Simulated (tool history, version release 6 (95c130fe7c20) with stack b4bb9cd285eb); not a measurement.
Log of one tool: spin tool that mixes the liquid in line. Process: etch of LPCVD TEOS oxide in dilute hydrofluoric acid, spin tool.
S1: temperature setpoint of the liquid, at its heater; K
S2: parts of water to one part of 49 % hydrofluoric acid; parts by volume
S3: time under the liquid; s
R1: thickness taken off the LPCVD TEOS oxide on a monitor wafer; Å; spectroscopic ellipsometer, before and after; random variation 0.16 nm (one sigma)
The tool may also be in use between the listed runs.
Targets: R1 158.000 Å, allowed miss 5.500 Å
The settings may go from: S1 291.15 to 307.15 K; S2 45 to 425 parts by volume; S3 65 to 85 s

run	hour	S1	S2	S3	R1
1	0.0	299.15	235	85	124.710
2	6.6	299.15	320	85	84.535
3	8.2	299.15	320	65	63.828
4	11.1	299.15	320	85	84.496
5	12.5	300.15	310	85	90.106
6	17.6	301.15	305	85	96.238
7	24.5	301.65	300	85	100.170
8	25.5	302.15	295	85	104.980

5 next moves are on the table. One of them brings every result within its allowed miss. Which?
A	26.5	304.15	210	85	?
B	26.5	305.65	270	85	?
C	26.5	301.15	195	85	?
D	26.5	303.15	200	85	?
E	26.5	306.65	240	85	?

move	R1
A	169.310
B	128.620
C	167.320
D	173.920
E	154.990
A: takes the result that was furthest off past its target
B: nearer than the last run, and not there yet
C: takes the result that was furthest off past its target
D: takes the result that was furthest off past its target
E: meets every target
The right move is E.

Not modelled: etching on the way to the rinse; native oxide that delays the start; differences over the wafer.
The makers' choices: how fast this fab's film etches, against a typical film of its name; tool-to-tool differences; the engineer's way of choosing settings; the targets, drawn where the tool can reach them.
